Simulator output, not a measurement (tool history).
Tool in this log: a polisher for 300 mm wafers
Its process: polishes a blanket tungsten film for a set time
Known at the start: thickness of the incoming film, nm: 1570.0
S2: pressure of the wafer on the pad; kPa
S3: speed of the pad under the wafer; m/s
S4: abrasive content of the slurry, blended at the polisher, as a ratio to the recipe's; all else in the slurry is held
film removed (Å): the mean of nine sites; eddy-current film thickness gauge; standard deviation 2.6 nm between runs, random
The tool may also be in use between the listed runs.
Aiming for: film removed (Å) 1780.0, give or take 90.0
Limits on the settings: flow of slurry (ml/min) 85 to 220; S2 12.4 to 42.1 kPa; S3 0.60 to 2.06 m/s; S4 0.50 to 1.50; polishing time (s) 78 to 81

Run 1, hour 0.0: flow of slurry (ml/min) 140, S2 26.9 kPa, S3 1.32 m/s, S4 1.00, polishing time (s) 78. Result: film removed (Å) 4532.2.
Run 2, hour 3.9: flow of slurry (ml/min) 140, S2 20.7 kPa, S3 1.32 m/s, S4 1.00, polishing time (s) 78. Result: film removed (Å) 3430.2.
Run 3, hour 7.9: flow of slurry (ml/min) 165, S2 20.7 kPa, S3 1.32 m/s, S4 1.00, polishing time (s) 78. Result: film removed (Å) 3658.0.
Run 4, hour 12.5: flow of slurry (ml/min) 155, S2 18.6 kPa, S3 1.22 m/s, S4 1.00, polishing time (s) 78. Result: film removed (Å) 2950.6.
Run 5, hour 15.7: flow of slurry (ml/min) 150, S2 17.2 kPa, S3 1.18 m/s, S4 1.00, polishing time (s) 78. Result: film removed (Å) 2646.9.
Run 6, hour 24.5: flow of slurry (ml/min) 145, S2 15.9 kPa, S3 1.14 m/s, S4 1.00, polishing time (s) 78. Result: film removed (Å) 2374.4.
Run 7, hour 29.2: flow of slurry (ml/min) 140, S2 15.2 kPa, S3 1.12 m/s, S4 1.00, polishing time (s) 78. Result: film removed (Å) 2170.2.
Run 8, hour 35.1: flow of slurry (ml/min) 130, S2 14.5 kPa, S3 1.12 m/s, S4 1.00, polishing time (s) 78. Result: film removed (Å) 2054.1.
Run 9, hour 35.6: flow of slurry (ml/min) 130, S2 14.5 kPa, S3 1.12 m/s, S4 1.00, polishing time (s) 78. Result: film removed (Å) 2093.4.
Run 10, hour 44.4: flow of slurry (ml/min) 125, S2 13.8 kPa, S3 1.12 m/s, S4 1.00, polishing time (s) 78. Result: film removed (Å) 1926.5.
Run 11, hour 49.8: flow of slurry (ml/min) 120, S2 13.8 kPa, S3 1.12 m/s, S4 1.00, polishing time (s) 78. Result: film removed (Å) 1943.9.
Run 12, hour 55.8: flow of slurry (ml/min) 115, S2 13.8 kPa, S3 1.12 m/s, S4 1.00, polishing time (s) 78. Result: film removed (Å) 1862.3.
Run 13, hour 62.0: flow of slurry (ml/min) 110, S2 13.8 kPa, S3 1.12 m/s, S4 1.00, polishing time (s) 78. Result: film removed (Å) 1891.9.
At hour 68.6: head pressure recalibrated.
Run 14, hour 68.6: flow of slurry (ml/min) 105, S2 13.8 kPa, S3 1.12 m/s, S4 1.00, polishing time (s) 78. Result: film removed (Å) 1998.2.
Run 15, hour 77.3: flow of slurry (ml/min) 105, S2 13.8 kPa, S3 1.10 m/s, S4 1.00, polishing time (s) 78. Result: film removed (Å) 1971.7.

Of the 4 settings listed for the next run, only one would bring every result within its allowed miss of target. Which one?
Run A, hour 86.0: flow of slurry (ml/min) 125, S2 19.3 kPa, S3 0.66 m/s, S4 1.20, polishing time (s) 79. Result: film removed (Å) ?.
Run B, hour 86.0: flow of slurry (ml/min) 115, S2 22.1 kPa, S3 0.80 m/s, S4 1.10, polishing time (s) 79. Result: film removed (Å) ?.
Run C, hour 86.0: flow of slurry (ml/min) 130, S2 16.5 kPa, S3 0.92 m/s, S4 1.05, polishing time (s) 78. Result: film removed (Å) ?.
Run D, hour 86.0: flow of slurry (ml/min) 95, S2 19.3 kPa, S3 0.96 m/s, S4 0.70, polishing time (s) 80. Result: film removed (Å) ?.

move  film removed (Å)
   A            1788.7
   B            2358.5
   C            2064.5
   D            2222.5
A: meets every target
B: moves away from the targets compared with the last run
C: moves away from the targets compared with the last run
D: moves away from the targets compared with the last run
Correct choice: A, which meets every target
